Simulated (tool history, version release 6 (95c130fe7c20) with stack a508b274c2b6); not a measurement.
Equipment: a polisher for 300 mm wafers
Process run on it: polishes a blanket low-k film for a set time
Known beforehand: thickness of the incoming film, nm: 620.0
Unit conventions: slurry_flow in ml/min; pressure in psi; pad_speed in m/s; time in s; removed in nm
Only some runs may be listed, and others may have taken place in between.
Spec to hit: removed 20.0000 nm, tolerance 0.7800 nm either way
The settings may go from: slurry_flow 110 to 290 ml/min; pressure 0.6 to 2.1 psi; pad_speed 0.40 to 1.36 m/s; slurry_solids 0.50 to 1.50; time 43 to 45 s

Run 1, hour 0.0: slurry_flow 185 ml/min, pressure 1.3 psi, pad_speed 0.88 m/s, slurry_solids 1.00, time 43 s. Result: removed 11.7670 nm.
Run 2, hour 1.3: slurry_flow 185 ml/min, pressure 1.4 psi, pad_speed 0.88 m/s, slurry_solids 1.00, time 43 s. Result: removed 12.7400 nm.
Run 3, hour 9.1: slurry_flow 185 ml/min, pressure 1.1 psi, pad_speed 0.88 m/s, slurry_solids 1.00, time 43 s. Result: removed 9.8725 nm.
Run 4, hour 16.1: slurry_flow 185 ml/min, pressure 1.2 psi, pad_speed 0.88 m/s, slurry_solids 1.00, time 43 s. Result: removed 10.7270 nm.
Run 5, hour 19.2: slurry_flow 185 ml/min, pressure 1.5 psi, pad_speed 0.88 m/s, slurry_solids 1.00, time 43 s. Result: removed 13.5520 nm.
Run 6, hour 24.4: slurry_flow 185 ml/min, pressure 1.5 psi, pad_speed 0.88 m/s, slurry_solids 1.20, time 43 s. Result: removed 14.2440 nm.
Run 7, hour 33.2: slurry_flow 185 ml/min, pressure 1.6 psi, pad_speed 0.88 m/s, slurry_solids 1.20, time 43 s. Result: removed 15.1640 nm.
Run 8, hour 36.8: slurry_flow 185 ml/min, pressure 1.7 psi, pad_speed 0.88 m/s, slurry_solids 1.20, time 43 s. Result: removed 16.5050 nm.
Run 9, hour 44.8: slurry_flow 190 ml/min, pressure 1.8 psi, pad_speed 0.88 m/s, slurry_solids 1.20, time 43 s. Result: removed 17.1660 nm.
Run 10, hour 52.7: slurry_flow 190 ml/min, pressure 1.9 psi, pad_speed 0.88 m/s, slurry_solids 1.20, time 43 s. Result: removed 18.4120 nm.
Run 11, hour 54.4: slurry_flow 200 ml/min, pressure 2.0 psi, pad_speed 0.88 m/s, slurry_solids 1.20, time 43 s. Result: removed 19.5580 nm.
Run 12, hour 60.1: slurry_flow 200 ml/min, pressure 2.0 psi, pad_speed 0.88 m/s, slurry_solids 1.20, time 43 s. Result: removed 18.7850 nm.
Run 13, hour 63.8: slurry_flow 195 ml/min, pressure 2.0 psi, pad_speed 0.88 m/s, slurry_solids 1.20, time 43 s. Result: removed 19.2140 nm.

4 next moves are on the table. One of them brings every result within its allowed miss. Which?
Run A, hour 67.5: slurry_flow 255 ml/min, pressure 1.7 psi, pad_speed 0.88 m/s, slurry_solids 1.50, time 45 s. Result: removed ?.
Run B, hour 67.5: slurry_flow 205 ml/min, pressure 2.0 psi, pad_speed 0.88 m/s, slurry_solids 1.25, time 44 s. Result: removed ?.
Run C, hour 67.5: slurry_flow 195 ml/min, pressure 1.7 psi, pad_speed 0.98 m/s, slurry_solids 1.10, time 43 s. Result: removed ?.
Run D, hour 67.5: slurry_flow 180 ml/min, pressure 1.7 psi, pad_speed 1.00 m/s, slurry_solids 1.25, time 44 s. Result: removed ?.

move  removed
   A  18.7560
   B  19.8540
   C  17.1940
   D  18.4970
A: moves away from the targets compared with the last run
B: every result within its allowed miss
C: moves away from the targets compared with the last run
D: moves away from the targets compared with the last run
B meets every target.

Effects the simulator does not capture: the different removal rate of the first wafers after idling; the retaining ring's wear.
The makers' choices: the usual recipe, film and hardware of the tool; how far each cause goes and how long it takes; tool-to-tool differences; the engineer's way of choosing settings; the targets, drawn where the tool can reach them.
